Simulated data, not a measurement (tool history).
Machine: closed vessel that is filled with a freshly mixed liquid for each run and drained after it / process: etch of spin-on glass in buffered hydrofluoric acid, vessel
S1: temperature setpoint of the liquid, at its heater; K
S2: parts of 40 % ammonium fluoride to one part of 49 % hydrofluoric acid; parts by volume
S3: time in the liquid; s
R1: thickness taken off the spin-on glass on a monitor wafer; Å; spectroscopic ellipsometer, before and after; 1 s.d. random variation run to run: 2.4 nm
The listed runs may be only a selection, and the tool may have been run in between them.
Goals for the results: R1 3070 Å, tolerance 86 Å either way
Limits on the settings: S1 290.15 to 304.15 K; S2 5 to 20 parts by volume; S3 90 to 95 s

run,hour,S1,S2,S3,R1
1,0,296.15,12,90,2430.2
2,8,297.65,12,90,2641.6
3,10.4,298.15,12,90,2704.1
4,17,298.15,15,90,2190.1
5,17.8,298.15,16.5,90,1963.8
6,20.7,298.15,16.5,90,1982.6
7,21.4,299.15,16,90,2145.3
8,27.3,300.15,15.5,90,2354.9
9,33.1,301.15,15.5,90,2464.4
10,40.5,301.65,15.5,90,2527.4
11,42.1,302.15,15.5,90,2604.7
12,44.4,302.65,15.5,90,2670.2

Of the 4 settings listed for the next run, only one would bring every result within its allowed miss of target. Which one?
A,46.7,303.65,18.5,95,?
B,46.7,302.15,14,95,?
C,46.7,303.15,17.5,90,?
D,46.7,303.15,16,95,?

move,R1
A,2499.3
B,3035.6
C,2435.6
D,2807.3
A: misses by more than the last run did
B: every result within its allowed miss
C: misses by more than the last run did
D: moves toward the targets from the last run without getting all of them in spec
Answer: B

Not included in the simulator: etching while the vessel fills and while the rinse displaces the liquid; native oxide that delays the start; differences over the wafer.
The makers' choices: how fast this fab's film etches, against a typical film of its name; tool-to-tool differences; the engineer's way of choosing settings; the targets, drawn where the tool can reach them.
